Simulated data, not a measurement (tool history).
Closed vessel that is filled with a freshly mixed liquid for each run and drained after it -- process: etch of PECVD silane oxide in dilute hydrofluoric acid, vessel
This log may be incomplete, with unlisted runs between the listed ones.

run	hour	temperature setpoint of the liquid (C)	parts of water to one part of 49 % hydrofluoric acid (parts by volume)	time in the liquid (s)	thickness taken off the PECVD silane oxide on a monitor wafer (Å)
1	0.0	25.0	115	105	193.12
2	4.1	25.0	115	105	194.61
3	8.0	25.0	100	105	226.22
4	16.5	23.0	105	105	199.26
5	21.4	21.5	110	105	173.77
6	24.0	20.0	110	105	167.26
7	26.3	19.0	115	105	154.22

Estimate the outcome of run 8 from the log above:
8	34.2	18.5	115	105	?

thickness taken off the PECVD silane oxide on a monitor wafer (Å): 146.93
